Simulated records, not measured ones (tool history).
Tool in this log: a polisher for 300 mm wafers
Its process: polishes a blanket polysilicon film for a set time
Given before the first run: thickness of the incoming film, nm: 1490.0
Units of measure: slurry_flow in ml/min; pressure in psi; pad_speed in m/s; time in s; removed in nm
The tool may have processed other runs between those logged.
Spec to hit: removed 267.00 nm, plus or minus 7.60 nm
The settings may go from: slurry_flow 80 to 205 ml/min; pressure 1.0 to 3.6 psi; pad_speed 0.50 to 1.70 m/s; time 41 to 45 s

run	hour	slurry_flow	pressure	pad_speed	time	removed
1	0.0	135	2.3	1.10	45	365.52
2	6.0	135	2.3	0.88	45	292.44
3	7.4	115	2.3	0.88	45	285.72
4	15.1	115	1.7	0.88	45	230.60
5	23.8	85	1.7	0.88	45	214.13
6	31.0	100	1.7	0.88	45	221.02
7	35.7	110	1.7	0.88	45	227.22
8	44.4	120	1.7	0.88	45	230.24
9	46.2	130	1.7	0.88	45	230.80
10	47.2	135	1.8	0.88	45	242.10
11	48.2	140	1.8	0.88	45	250.15
12	52.3	145	1.8	0.88	45	250.90
13	54.6	150	1.8	0.88	45	252.12
14	60.8	155	1.8	0.88	45	249.96
15	69.2	160	1.8	0.88	45	253.32
16	71.5	165	1.8	0.88	45	254.92
17	77.7	175	1.8	0.88	45	253.41

4 candidate next runs follow, results not yet known. Just one meets every target within its allowed miss. Identify it.
A	83.9	165	2.7	0.72	45	?
B	83.9	175	1.8	0.94	44	?
C	83.9	180	2.2	0.86	45	?
D	83.9	200	1.7	0.84	44	?

move	removed
A	286.07
B	268.45
C	293.28
D	235.61
A: carries the result that was furthest off beyond its target, to the other side
B: hits every target within its allowed miss
C: carries the result that was furthest off beyond its target, to the other side
D: the biggest miss grows against the last run
Go with B: it meets all targets.
